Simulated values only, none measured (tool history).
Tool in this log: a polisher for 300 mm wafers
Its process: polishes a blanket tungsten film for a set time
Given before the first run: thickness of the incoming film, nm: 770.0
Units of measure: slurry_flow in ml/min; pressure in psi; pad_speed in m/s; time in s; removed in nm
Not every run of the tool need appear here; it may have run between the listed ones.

run	hour	slurry_flow	pressure	pad_speed	slurry_solids	time	removed
1	0	280	4.5	1.36	1	48	302.69
2	3.7	335	4.5	1.36	1	48	304.29
3	9.5	335	4.5	1.36	0.8	48	282
4	12.6	335	4.5	1.5	0.8	48	311.82
5	15	335	4.5	1.5	0.8	51	328.87
6	18.9	290	4.5	1.5	0.8	51	327.48
7	19.6	290	4.3	1.5	0.8	51	313.23
8	22.8	290	4.1	1.5	0.8	51	299.99
9	27.1	290	4.1	1.5	0.8	51	297.48
10	29	290	4	1.5	0.8	51	295.89
11	37.7	275	2.7	1.5	0.8	51	199.69

Forecast run 12:
12	43.7	275	3	1.5	0.8	51	?

removed: 220.21 nm
